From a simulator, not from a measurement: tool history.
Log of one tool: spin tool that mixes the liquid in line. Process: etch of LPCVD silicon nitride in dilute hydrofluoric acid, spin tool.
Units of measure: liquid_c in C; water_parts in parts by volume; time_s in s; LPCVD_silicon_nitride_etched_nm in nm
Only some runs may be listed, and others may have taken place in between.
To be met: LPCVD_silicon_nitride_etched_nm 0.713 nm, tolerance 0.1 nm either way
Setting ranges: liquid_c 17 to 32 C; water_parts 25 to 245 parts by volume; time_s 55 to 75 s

run,hour,liquid_c,water_parts,time_s,LPCVD_silicon_nitride_etched_nm
1,0,24,135,75,0.29312
2,8.9,24,135,55,0.21026
3,14.2,24,150,55,0.19013
4,16.3,24.5,140,55,0.21203
5,19.6,24.5,185,55,0.16438
6,22.2,24.5,145,55,0.19081
7,28,23.5,130,55,0.20851
8,30.5,24,120,55,0.24377
9,38.7,24.5,110,55,0.25416
10,47,25.5,100,55,0.30681
11,49.4,29.5,45,75,1.2014
12,58.2,29,45,75,1.1971
13,65.4,28.5,45,75,1.0976
14,70.1,28.5,45,75,1.0875
15,77,28,45,75,1.1291
16,84.7,27.5,45,75,1.0333
17,86.6,27,45,75,1.0339
18,94.5,26.5,45,75,0.99708
19,99.5,26,45,75,0.97442

Which of these 4 next moves meets every target?
A,104.5,26.5,90,70,?
B,104.5,23.5,35,75,?
C,104.5,28.5,70,70,?
D,104.5,29.5,75,55,?

move,LPCVD_silicon_nitride_etched_nm
A,0.49244
B,1.0923
C,0.71948
D,0.56275
A: takes the biggest miss from the last run beyond its target
B: further off than the last run
C: each result inside its tolerance
D: takes the biggest miss from the last run beyond its target
Answer: C
